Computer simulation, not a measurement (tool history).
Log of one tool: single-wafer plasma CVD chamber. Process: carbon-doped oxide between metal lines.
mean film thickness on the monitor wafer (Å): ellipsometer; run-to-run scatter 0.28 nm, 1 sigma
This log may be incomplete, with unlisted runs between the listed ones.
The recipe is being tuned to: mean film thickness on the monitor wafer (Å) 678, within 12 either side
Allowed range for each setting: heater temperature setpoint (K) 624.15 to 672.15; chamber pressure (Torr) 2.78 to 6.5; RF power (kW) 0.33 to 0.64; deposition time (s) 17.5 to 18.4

| run | hour | heater temperature setpoint (K) | chamber pressure (Torr) | RF power (kW) | deposition time (s) | mean film thickness on the monitor wafer (Å) |
|---|---|---|---|---|---|---|
| 1 | 0 | 648.15 | 4.64 | 0.485 | 18.4 | 837.97 |
| 2 | 1 | 658.15 | 4.64 | 0.485 | 18.4 | 822.47 |
| 3 | 5.1 | 658.15 | 4.64 | 0.425 | 18.4 | 749.6 |
| 4 | 12.5 | 658.15 | 4.64 | 0.485 | 18.4 | 818.9 |
| 5 | 19.3 | 659.15 | 4.44 | 0.465 | 18.4 | 788.48 |
| 6 | 27.2 | 660.15 | 4.22 | 0.45 | 18.4 | 764.51 |
| 7 | 34.5 | 661.15 | 4.04 | 0.44 | 18.4 | 741.73 |
| 8 | 36.6 | 662.15 | 3.82 | 0.435 | 18.4 | 725.72 |
| 9 | 38.9 | 663.15 | 3.64 | 0.43 | 18.4 | 715.95 |
| 10 | 45.2 | 664.15 | 3.5 | 0.425 | 18.4 | 705.09 |
| 11 | 54.2 | 665.15 | 3.4 | 0.425 | 18.4 | 696.72 |
| 12 | 56 | 666.15 | 3.34 | 0.425 | 18.4 | 698.04 |
| 13 | 62.9 | 666.15 | 3.26 | 0.425 | 18.4 | 696.18 |
| 14 | 70.8 | 666.15 | 3.19 | 0.425 | 18.4 | 689.26 |
| 15 | 77.2 | 666.15 | 3.15 | 0.425 | 18.4 | 688.42 |
| 16 | 80.5 | 666.15 | 3.11 | 0.425 | 18.4 | 696.16 |

Which single option among these 5 for the next run brings every result within its allowed miss of target? Just one does.
| A | 83.8 | 671.15 | 2.84 | 0.445 | 18.4 | ? |
| B | 83.8 | 666.15 | 3.77 | 0.46 | 17.8 | ? |
| C | 83.8 | 652.15 | 2.99 | 0.44 | 18.4 | ? |
| D | 83.8 | 660.15 | 2.82 | 0.415 | 18.4 | ? |
| E | 83.8 | 670.15 | 3.2 | 0.48 | 18 | ? |

| move | mean film thickness on the monitor wafer (Å) |
|---|---|
| A | 703.04 |
| B | 725.16 |
| C | 723.77 |
| D | 678.83 |
| E | 733.56 |
A: its largest miss is bigger than the last run's
B: its largest miss is bigger than the last run's
C: its largest miss is bigger than the last run's
D: hits every target within its allowed miss
E: its largest miss is bigger than the last run's
Move D is the one to make.

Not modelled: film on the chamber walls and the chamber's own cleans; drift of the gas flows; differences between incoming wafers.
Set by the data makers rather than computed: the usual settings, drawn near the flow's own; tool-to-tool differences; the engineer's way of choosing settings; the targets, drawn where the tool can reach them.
